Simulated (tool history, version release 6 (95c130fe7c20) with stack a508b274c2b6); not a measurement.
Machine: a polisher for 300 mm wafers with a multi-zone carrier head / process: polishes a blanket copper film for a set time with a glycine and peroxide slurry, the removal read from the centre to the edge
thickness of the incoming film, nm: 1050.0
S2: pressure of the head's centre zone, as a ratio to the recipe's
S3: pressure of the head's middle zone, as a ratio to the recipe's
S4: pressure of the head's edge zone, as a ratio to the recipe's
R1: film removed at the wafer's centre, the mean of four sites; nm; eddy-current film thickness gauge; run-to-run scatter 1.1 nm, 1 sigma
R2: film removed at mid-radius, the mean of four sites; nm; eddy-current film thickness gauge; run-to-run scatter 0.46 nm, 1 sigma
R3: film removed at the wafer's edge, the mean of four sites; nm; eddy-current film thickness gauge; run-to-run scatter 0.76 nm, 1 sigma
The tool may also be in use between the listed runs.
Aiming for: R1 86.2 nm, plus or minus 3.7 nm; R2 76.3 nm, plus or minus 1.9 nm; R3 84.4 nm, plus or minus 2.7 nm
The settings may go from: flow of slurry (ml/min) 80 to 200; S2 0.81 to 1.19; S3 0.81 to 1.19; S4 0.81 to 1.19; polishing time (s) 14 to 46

Run 1, hour 0: flow of slurry (ml/min) 130, S2 1, S3 1, S4 1, polishing time (s) 30. Result: R1 154.17 nm, R2 155.62 nm, R3 155.68 nm.
Run 2, hour 0.7: flow of slurry (ml/min) 120, S2 1, S3 0.95, S4 0.96, polishing time (s) 25. Result: R1 126.66 nm, R2 120.47 nm, R3 127.3 nm.
Run 3, hour 2.7: flow of slurry (ml/min) 115, S2 1, S3 0.93, S4 0.92, polishing time (s) 22. Result: R1 108.25 nm, R2 102.22 nm, R3 109.82 nm.
Run 4, hour 5.3: flow of slurry (ml/min) 110, S2 1.01, S3 0.91, S4 0.89, polishing time (s) 20. Result: R1 99.051 nm, R2 91.218 nm, R3 96.957 nm.
Run 5, hour 6.9: flow of slurry (ml/min) 110, S2 1.01, S3 0.91, S4 0.89, polishing time (s) 26. Result: R1 127.68 nm, R2 117.88 nm, R3 125.81 nm.
Run 6, hour 14.5: flow of slurry (ml/min) 110, S2 1.01, S3 0.91, S4 0.89, polishing time (s) 19. Result: R1 93.217 nm, R2 86.639 nm, R3 91.974 nm.
Run 7, hour 21.8: flow of slurry (ml/min) 100, S2 1.01, S3 0.89, S4 0.87, polishing time (s) 19. Result: R1 90.93 nm, R2 82.552 nm, R3 88.104 nm.
Run 8, hour 29.3: flow of slurry (ml/min) 95, S2 1.01, S3 0.88, S4 0.88, polishing time (s) 19. Result: R1 88.769 nm, R2 79.322 nm, R3 89.153 nm.
Run 9, hour 33.7: flow of slurry (ml/min) 90, S2 1.01, S3 0.88, S4 0.87, polishing time (s) 19. Result: R1 85.5 nm, R2 78.777 nm, R3 87.199 nm.
Run 10, hour 42.3: flow of slurry (ml/min) 90, S2 1.02, S3 0.88, S4 0.86, polishing time (s) 19. Result: R1 88.323 nm, R2 78.258 nm, R3 85.793 nm.

Which single option among these 4 for the next run brings every result within its allowed miss of target? Just one does.
Run A, hour 50.9: flow of slurry (ml/min) 80, S2 1.11, S3 0.86, S4 0.81, polishing time (s) 20. Result: R1 ?, R2 ?, R3 ?.
Run B, hour 50.9: flow of slurry (ml/min) 105, S2 0.98, S3 0.93, S4 0.81, polishing time (s) 18. Result: R1 ?, R2 ?, R3 ?.
Run C, hour 50.9: flow of slurry (ml/min) 85, S2 1.04, S3 0.88, S4 0.84, polishing time (s) 19. Result: R1 ?, R2 ?, R3 ?.
Run D, hour 50.9: flow of slurry (ml/min) 90, S2 1.08, S3 0.84, S4 0.9, polishing time (s) 19. Result: R1 ?, R2 ?, R3 ?.

move      R1      R2      R3
   A  94.245   76.84  85.782
   B  85.517  81.513   82.32
   C  87.143  76.299  84.121
   D  92.357  75.039  88.079
A: corrects the largest miss of the last run, while another result sits out of spec
B: its largest miss is bigger than the last run's
C: in spec on every target
D: corrects the largest miss of the last run, while another result sits out of spec
Move C is the one to make.
